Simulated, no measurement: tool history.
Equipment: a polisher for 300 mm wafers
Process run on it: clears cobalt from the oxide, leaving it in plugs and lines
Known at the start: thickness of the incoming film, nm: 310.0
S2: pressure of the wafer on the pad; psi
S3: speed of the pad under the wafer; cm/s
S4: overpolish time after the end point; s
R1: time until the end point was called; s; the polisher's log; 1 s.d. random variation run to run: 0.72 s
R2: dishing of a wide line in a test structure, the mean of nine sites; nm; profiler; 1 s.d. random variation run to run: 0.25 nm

{"run": 1, "hour": 0.0, "flow of slurry (ml/min)": 285, "S2": 1.5, "S3": 112, "S4": 8, "R1": 71.205, "R2": 27.915}
{"run": 2, "hour": 3.1, "flow of slurry (ml/min)": 285, "S2": 1.5, "S3": 112, "S4": 10, "R1": 70.153, "R2": 34.157}
{"run": 3, "hour": 8.0, "flow of slurry (ml/min)": 285, "S2": 1.5, "S3": 112, "S4": 7, "R1": 70.082, "R2": 25.631}
{"run": 4, "hour": 13.3, "flow of slurry (ml/min)": 285, "S2": 1.4, "S3": 112, "S4": 5, "R1": 74.289, "R2": 17.976}
{"run": 5, "hour": 22.2, "flow of slurry (ml/min)": 285, "S2": 1.4, "S3": 100, "S4": 5, "R1": 83.652, "R2": 16.685}
{"run": 6, "hour": 25.4, "flow of slurry (ml/min)": 285, "S2": 1.4, "S3": 110, "S4": 5, "R1": 75.864, "R2": 18.006}
{"run": 7, "hour": 27.2, "flow of slurry (ml/min)": 285, "S2": 1.3, "S3": 114, "S4": 4, "R1": 78.622, "R2": 13.889}
{"run": 8, "hour": 33.6, "flow of slurry (ml/min)": 285, "S2": 1.3, "S3": 118, "S4": 2, "R1": 76.015, "R2": 7.7868}
{"run": 9, "hour": 36.5, "flow of slurry (ml/min)": 285, "S2": 1.3, "S3": 116, "S4": 2, "R1": 77.641, "R2": 7.7423}
{"run": 10, "hour": 39.1, "flow of slurry (ml/min)": 285, "S2": 1.3, "S3": 114, "S4": 2, "R1": 79.675, "R2": 7.7335}

What does the tool deliver on the next run?
{"run": 11, "hour": 44.0, "flow of slurry (ml/min)": 285, "S2": 1.3, "S3": 112, "S4": 2, "R1": "?", "R2": "?"}

R1: 82.217 s
R2: 7.4833 nm
